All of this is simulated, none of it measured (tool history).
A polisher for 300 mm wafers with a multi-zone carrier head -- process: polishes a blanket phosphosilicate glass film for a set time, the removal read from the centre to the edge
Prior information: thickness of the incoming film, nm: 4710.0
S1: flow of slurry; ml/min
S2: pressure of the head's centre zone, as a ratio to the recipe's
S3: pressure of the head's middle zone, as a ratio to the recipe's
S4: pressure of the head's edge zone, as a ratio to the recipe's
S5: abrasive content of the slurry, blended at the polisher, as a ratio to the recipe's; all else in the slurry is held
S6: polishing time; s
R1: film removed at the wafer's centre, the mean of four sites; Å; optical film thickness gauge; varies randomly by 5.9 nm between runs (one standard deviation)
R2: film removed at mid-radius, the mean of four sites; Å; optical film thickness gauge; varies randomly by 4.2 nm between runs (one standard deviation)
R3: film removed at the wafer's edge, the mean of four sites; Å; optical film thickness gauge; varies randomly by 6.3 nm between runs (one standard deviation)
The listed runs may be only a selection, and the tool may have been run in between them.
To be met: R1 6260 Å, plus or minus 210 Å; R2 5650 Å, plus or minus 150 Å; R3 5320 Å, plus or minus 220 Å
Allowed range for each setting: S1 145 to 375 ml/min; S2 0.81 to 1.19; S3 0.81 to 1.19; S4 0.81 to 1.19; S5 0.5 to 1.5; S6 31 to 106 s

| run | hour | S1 | S2 | S3 | S4 | S5 | S6 | R1 | R2 | R3 |
|---|---|---|---|---|---|---|---|---|---|---|
| 1 | 0 | 240 | 1 | 1 | 1 | 1 | 68 | 4459.2 | 4260.9 | 4248.3 |
| 2 | 1.6 | 240 | 1 | 1 | 1 | 1 | 74 | 4794 | 4612 | 4600.6 |
| 3 | 6.6 | 240 | 0.96 | 1 | 1 | 1 | 74 | 4632.2 | 4667.2 | 4676.4 |
| 4 | 13.7 | 240 | 1.03 | 1 | 1 | 1 | 74 | 4992.2 | 4576.5 | 4733.3 |
| 5 | 21.1 | 240 | 1.03 | 1 | 1 | 1 | 82 | 5452.9 | 5101.9 | 5216.1 |
| 6 | 25.9 | 240 | 1.03 | 1 | 1 | 1.1 | 82 | 5636 | 5337.1 | 5224.9 |
| 7 | 31.9 | 250 | 1.04 | 1.01 | 1 | 1.1 | 82 | 5723.6 | 5334.4 | 5458.5 |
| 8 | 38.2 | 245 | 1.06 | 1.02 | 0.98 | 1.1 | 82 | 5762 | 5420.2 | 5368.3 |

Which of these 4 next moves meets every target?
| A | 44.5 | 200 | 1.02 | 1.02 | 0.96 | 1.05 | 85 | ? | ? | ? |
| B | 44.5 | 220 | 1.02 | 1.09 | 0.93 | 1.05 | 87 | ? | ? | ? |
| C | 44.5 | 280 | 1.17 | 1.02 | 1.07 | 0.9 | 84 | ? | ? | ? |
| D | 44.5 | 275 | 1.09 | 1.02 | 0.91 | 1.15 | 84 | ? | ? | ? |

| move | R1 | R2 | R3 |
|---|---|---|---|
| A | 5547 | 5316.8 | 5143.3 |
| B | 5775.3 | 5844.9 | 5239.2 |
| C | 6268.8 | 5226.9 | 5274.2 |
| D | 6320.7 | 5651.1 | 5275 |
A: further off than the last run
B: no nearer and no further than the last run
C: brings the last run's worst result on target, with another outside its allowed miss
D: all results in spec
Go with D: it meets all targets.
